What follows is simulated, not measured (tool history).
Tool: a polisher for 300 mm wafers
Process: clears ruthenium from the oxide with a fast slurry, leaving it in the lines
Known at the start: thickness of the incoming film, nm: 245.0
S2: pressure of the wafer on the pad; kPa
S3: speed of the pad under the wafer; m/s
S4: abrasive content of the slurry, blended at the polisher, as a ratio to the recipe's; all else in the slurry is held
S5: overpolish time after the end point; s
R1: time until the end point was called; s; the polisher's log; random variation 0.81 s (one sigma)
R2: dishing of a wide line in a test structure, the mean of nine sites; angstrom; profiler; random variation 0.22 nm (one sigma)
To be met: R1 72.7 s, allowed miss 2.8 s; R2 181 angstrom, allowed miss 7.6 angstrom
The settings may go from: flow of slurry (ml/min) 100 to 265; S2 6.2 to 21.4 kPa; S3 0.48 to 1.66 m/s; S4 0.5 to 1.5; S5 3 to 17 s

run 1 hour=0 | flow_of_slurry_(ml/min)=170 S2=13.8 S3=1.06 S4=1 S5=9 | R1=83.836 R2=199.34
run 2 hour=5.5 | flow_of_slurry_(ml/min)=170 S2=13.8 S3=1.06 S4=1.2 S5=9 | R1=78.551 R2=214.48
run 3 hour=6.9 | flow_of_slurry_(ml/min)=175 S2=13.8 S3=1.06 S4=1.2 S5=9 | R1=78.506 R2=212.34
run 4 hour=8.8 | flow_of_slurry_(ml/min)=175 S2=13.8 S3=1.06 S4=1.2 S5=6 | R1=78.648 R2=145.41
run 5 hour=9.6 | flow_of_slurry_(ml/min)=175 S2=13.8 S3=1.06 S4=1.2 S5=3 | R1=78.797 R2=76.138
run 6 hour=17 | flow_of_slurry_(ml/min)=145 S2=13.8 S3=1.06 S4=1.2 S5=3 | R1=79.775 R2=72.449
run 7 hour=20.1 | flow_of_slurry_(ml/min)=135 S2=15.2 S3=1.06 S4=1.2 S5=7 | R1=76.843 R2=176.59
run 8 hour=23.8 | flow_of_slurry_(ml/min)=140 S2=15.2 S3=1.06 S4=1.2 S5=7 | R1=75.309 R2=174.97

5 next moves are on the table. One of them brings every result within its allowed miss. Which?
run A hour=27.5 | flow_of_slurry_(ml/min)=155 S2=16.5 S3=1.08 S4=1.05 S5=7 | R1=? R2=?
run B hour=27.5 | flow_of_slurry_(ml/min)=140 S2=15.9 S3=0.94 S4=1.3 S5=8 | R1=? R2=?
run C hour=27.5 | flow_of_slurry_(ml/min)=165 S2=18.6 S3=0.96 S4=0.95 S5=7 | R1=? R2=?
run D hour=27.5 | flow_of_slurry_(ml/min)=100 S2=15.2 S3=1.1 S4=1.1 S5=7 | R1=? R2=?
run E hour=27.5 | flow_of_slurry_(ml/min)=195 S2=17.2 S3=0.94 S4=1.35 S5=6 | R1=? R2=?

move=A R1=73.414 R2=185.25
move=B R1=79.996 R2=193.78
move=C R1=78.932 R2=172.96
move=D R1=80.499 R2=169.76
move=E R1=71.155 R2=164.87
A: meets every target
B: further off than the last run
C: further off than the last run
D: further off than the last run
E: brings the result that was furthest off to its target, and leaves another outside
Answer: A
